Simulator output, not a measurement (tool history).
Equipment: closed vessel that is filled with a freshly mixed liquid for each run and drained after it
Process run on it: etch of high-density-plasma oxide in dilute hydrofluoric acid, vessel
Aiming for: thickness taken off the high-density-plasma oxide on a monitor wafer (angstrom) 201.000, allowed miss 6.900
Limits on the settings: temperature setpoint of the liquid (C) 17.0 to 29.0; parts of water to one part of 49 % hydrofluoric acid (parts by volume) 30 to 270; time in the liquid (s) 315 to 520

run	hour	temperature setpoint of the liquid (C)	parts of water to one part of 49 % hydrofluoric acid (parts by volume)	time in the liquid (s)	thickness taken off the high-density-plasma oxide on a monitor wafer (angstrom)
1	0.0	21.0	150	520	160.050
2	5.2	19.5	150	520	151.180
3	10.6	19.5	105	520	225.490
4	14.8	19.5	145	520	157.530
5	18.1	19.5	145	315	96.554
6	22.0	21.5	145	315	102.940
# hour 30.9: hydrofluoric acid flow meter replaced
7	30.9	20.5	130	315	98.988
8	38.1	20.0	105	335	130.330

Below are 5 possible settings for the next run. Only one of them brings all results inside the allowed miss of their targets. Which is it?
A	45.3	18.5	75	355	?
B	45.3	17.5	90	385	?
C	45.3	19.5	105	485	?
D	45.3	18.0	95	495	?
E	45.3	17.0	85	425	?

move	thickness taken off the high-density-plasma oxide on a monitor wafer (angstrom)
A	192.550
B	164.100
C	189.500
D	203.040
E	188.790
A: better than the last run, though not everything is in spec
B: better than the last run, though not everything is in spec
C: better than the last run, though not everything is in spec
D: meets every target
E: better than the last run, though not everything is in spec
Correct choice: D, which meets every target
